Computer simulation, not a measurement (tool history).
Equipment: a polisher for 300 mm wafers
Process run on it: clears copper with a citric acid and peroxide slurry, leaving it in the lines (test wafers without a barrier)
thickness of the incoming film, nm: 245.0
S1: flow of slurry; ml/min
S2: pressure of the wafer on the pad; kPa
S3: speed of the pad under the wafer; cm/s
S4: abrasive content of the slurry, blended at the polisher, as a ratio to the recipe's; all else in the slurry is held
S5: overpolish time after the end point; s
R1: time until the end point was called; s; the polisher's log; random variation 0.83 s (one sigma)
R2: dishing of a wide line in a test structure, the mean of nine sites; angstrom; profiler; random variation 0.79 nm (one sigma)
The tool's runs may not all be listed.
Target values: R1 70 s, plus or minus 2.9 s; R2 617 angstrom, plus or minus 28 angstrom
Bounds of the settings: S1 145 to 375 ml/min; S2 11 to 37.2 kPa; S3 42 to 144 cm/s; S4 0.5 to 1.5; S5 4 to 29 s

Run 1, hour 0: S1 240 ml/min, S2 24.1 kPa, S3 92 cm/s, S4 1, S5 15 s. Result: R1 131.41 s, R2 225.08 angstrom.
Run 2, hour 3.3: S1 240 ml/min, S2 24.1 kPa, S3 92 cm/s, S4 1.15, S5 15 s. Result: R1 128.92 s, R2 225.51 angstrom.
Run 3, hour 9.9: S1 235 ml/min, S2 25.5 kPa, S3 94 cm/s, S4 1.15, S5 16 s. Result: R1 118.6 s, R2 257.95 angstrom.
Run 4, hour 15.6: S1 235 ml/min, S2 23.4 kPa, S3 94 cm/s, S4 1.15, S5 16 s. Result: R1 127.62 s, R2 239.32 angstrom.
Run 5, hour 19.2: S1 230 ml/min, S2 24.8 kPa, S3 96 cm/s, S4 1.15, S5 17 s. Result: R1 118.59 s, R2 269.5 angstrom.
At hour 26.8: worn pad replaced by a new one.
Run 6, hour 26.8: S1 230 ml/min, S2 24.8 kPa, S3 116 cm/s, S4 1.15, S5 17 s. Result: R1 88.007 s, R2 349.24 angstrom.
Run 7, hour 33.4: S1 225 ml/min, S2 25.5 kPa, S3 116 cm/s, S4 1.15, S5 18 s. Result: R1 88.068 s, R2 375.39 angstrom.
Run 8, hour 37.1: S1 225 ml/min, S2 26.2 kPa, S3 116 cm/s, S4 1.15, S5 19 s. Result: R1 84.857 s, R2 392.78 angstrom.
Run 9, hour 43.5: S1 225 ml/min, S2 26.9 kPa, S3 116 cm/s, S4 1.15, S5 20 s. Result: R1 85.136 s, R2 415.4 angstrom.
Run 10, hour 50.3: S1 225 ml/min, S2 27.6 kPa, S3 116 cm/s, S4 1.15, S5 21 s. Result: R1 83.787 s, R2 440.39 angstrom.
Run 11, hour 58.6: S1 225 ml/min, S2 28.3 kPa, S3 116 cm/s, S4 1.15, S5 21 s. Result: R1 81.683 s, R2 443.08 angstrom.
Run 12, hour 60.4: S1 225 ml/min, S2 29 kPa, S3 116 cm/s, S4 1.15, S5 22 s. Result: R1 79.893 s, R2 473.35 angstrom.
Run 13, hour 61.8: S1 225 ml/min, S2 29 kPa, S3 116 cm/s, S4 1.15, S5 22 s. Result: R1 80.34 s, R2 469.55 angstrom.
Run 14, hour 65.2: S1 225 ml/min, S2 29.6 kPa, S3 116 cm/s, S4 1.15, S5 22 s. Result: R1 78.886 s, R2 485.5 angstrom.
Run 15, hour 69.8: S1 225 ml/min, S2 30.3 kPa, S3 116 cm/s, S4 1.15, S5 22 s. Result: R1 75.298 s, R2 488.91 angstrom.
Run 16, hour 75.7: S1 225 ml/min, S2 31.7 kPa, S3 118 cm/s, S4 1.15, S5 24 s. Result: R1 73.71 s, R2 552.21 angstrom.
Run 17, hour 84.6: S1 225 ml/min, S2 32.4 kPa, S3 118 cm/s, S4 1.15, S5 25 s. Result: R1 72.053 s, R2 560.73 angstrom.

Next run, 4 choices. One meets every target within its allowed miss, the rest don't. Which?
Run A, hour 93.5: S1 210 ml/min, S2 31 kPa, S3 126 cm/s, S4 1.2, S5 23 s. Result: R1 ?, R2 ?.
Run B, hour 93.5: S1 220 ml/min, S2 33.1 kPa, S3 122 cm/s, S4 1.15, S5 27 s. Result: R1 ?, R2 ?.
Run C, hour 93.5: S1 225 ml/min, S2 34.5 kPa, S3 120 cm/s, S4 1, S5 20 s. Result: R1 ?, R2 ?.
Run D, hour 93.5: S1 235 ml/min, S2 33.8 kPa, S3 116 cm/s, S4 1.1, S5 21 s. Result: R1 ?, R2 ?.

move      R1      R2
   A  68.919   543.8
   B  67.915  624.29
   C  68.512  490.31
   D  70.259  499.52
A: misses by more than the last run did
B: all results in spec
C: misses by more than the last run did
D: misses by more than the last run did
Move B is the one to make.
